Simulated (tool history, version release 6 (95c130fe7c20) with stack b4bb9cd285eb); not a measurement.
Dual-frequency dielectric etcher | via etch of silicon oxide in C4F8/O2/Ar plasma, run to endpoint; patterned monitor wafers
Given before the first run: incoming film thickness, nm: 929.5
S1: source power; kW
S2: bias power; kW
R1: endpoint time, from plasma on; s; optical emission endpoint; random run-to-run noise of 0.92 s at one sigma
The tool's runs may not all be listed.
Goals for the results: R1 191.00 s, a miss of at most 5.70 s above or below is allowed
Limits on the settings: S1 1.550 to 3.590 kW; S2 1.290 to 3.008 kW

run 1 hour=0.0 | S1=2.570 S2=2.149 | R1=163.61
run 2 hour=1.2 | S1=2.790 S2=2.149 | R1=158.98
run 3 hour=1.8 | S1=2.790 S2=2.499 | R1=150.88
run 4 hour=3.1 | S1=2.790 S2=2.671 | R1=149.69
run 5 hour=7.6 | S1=2.460 S2=2.518 | R1=157.78
run 6 hour=15.5 | S1=2.840 S2=2.518 | R1=151.24
run 7 hour=17.6 | S1=2.840 S2=2.518 | R1=150.99
run 8 hour=18.2 | S1=2.520 S2=2.308 | R1=159.78
run 9 hour=22.4 | S1=2.270 S2=2.106 | R1=170.42
run 10 hour=27.8 | S1=2.110 S2=2.013 | R1=176.76
run 11 hour=28.9 | S1=2.000 S2=1.961 | R1=181.25
run 12 hour=35.9 | S1=1.930 S2=1.929 | R1=183.72
run 13 hour=43.1 | S1=1.930 S2=1.929 | R1=183.93

Consider the 5 candidate settings below. Which is the only one whose results all fall within their allowed miss of target?
run A hour=50.3 | S1=2.420 S2=1.586 | R1=?
run B hour=50.3 | S1=2.020 S2=2.409 | R1=?
run C hour=50.3 | S1=2.130 S2=1.841 | R1=?
run D hour=50.3 | S1=1.630 S2=2.086 | R1=?
run E hour=50.3 | S1=2.020 S2=2.073 | R1=?

move=A R1=178.16
move=B R1=170.22
move=C R1=179.36
move=D R1=189.18
move=E R1=177.10
A: moves away from the targets compared with the last run
B: moves away from the targets compared with the last run
C: moves away from the targets compared with the last run
D: every result within its allowed miss
E: moves away from the targets compared with the last run
Correct choice: D, which meets every target
